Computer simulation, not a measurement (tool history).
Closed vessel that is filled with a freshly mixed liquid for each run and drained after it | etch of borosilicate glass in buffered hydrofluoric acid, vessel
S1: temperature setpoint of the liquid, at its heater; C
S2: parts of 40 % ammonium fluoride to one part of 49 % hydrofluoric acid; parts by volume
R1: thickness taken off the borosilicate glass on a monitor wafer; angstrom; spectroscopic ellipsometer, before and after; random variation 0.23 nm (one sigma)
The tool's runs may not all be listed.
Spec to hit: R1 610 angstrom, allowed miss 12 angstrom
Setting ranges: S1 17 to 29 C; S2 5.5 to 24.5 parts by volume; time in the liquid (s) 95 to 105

Run 1, day 0: S1 21 C, S2 15 parts by volume, time in the liquid (s) 95. Result: R1 800.56 angstrom.
Run 2, day 0.225: S1 21 C, S2 17 parts by volume, time in the liquid (s) 95. Result: R1 709.8 angstrom.
Run 3, day 0.471: S1 24 C, S2 17 parts by volume, time in the liquid (s) 95. Result: R1 837.02 angstrom.
Run 4, day 0.517: S1 24 C, S2 19 parts by volume, time in the liquid (s) 95. Result: R1 746.23 angstrom.
At day 0.817: thermometer replaced.
Run 5, day 0.817: S1 27 C, S2 19 parts by volume, time in the liquid (s) 95. Result: R1 785.03 angstrom.
Run 6, day 0.921: S1 24.5 C, S2 19 parts by volume, time in the liquid (s) 95. Result: R1 691.55 angstrom.
Run 7, day 1.125: S1 23.5 C, S2 19 parts by volume, time in the liquid (s) 95. Result: R1 650.63 angstrom.
Run 8, day 1.308: S1 23 C, S2 19 parts by volume, time in the liquid (s) 95. Result: R1 630.39 angstrom.

Exactly one of the 4 candidate moves below puts every result within its allowed miss. Which one?
Run A, day 1.492: S1 22 C, S2 19.5 parts by volume, time in the liquid (s) 95. Result: R1 ?.
Run B, day 1.492: S1 20.5 C, S2 19 parts by volume, time in the liquid (s) 100. Result: R1 ?.
Run C, day 1.492: S1 22 C, S2 20 parts by volume, time in the liquid (s) 95. Result: R1 ?.
Run D, day 1.492: S1 22.5 C, S2 20.5 parts by volume, time in the liquid (s) 100. Result: R1 ?.

move      R1
   A  590.33
   B  587.44
   C  575.67
   D   612.1
A: pushes the last run's worst result past its target
B: pushes the last run's worst result past its target
C: pushes the last run's worst result past its target
D: all results land within tolerance of their targets
D is the move that brings every result within its allowed miss.
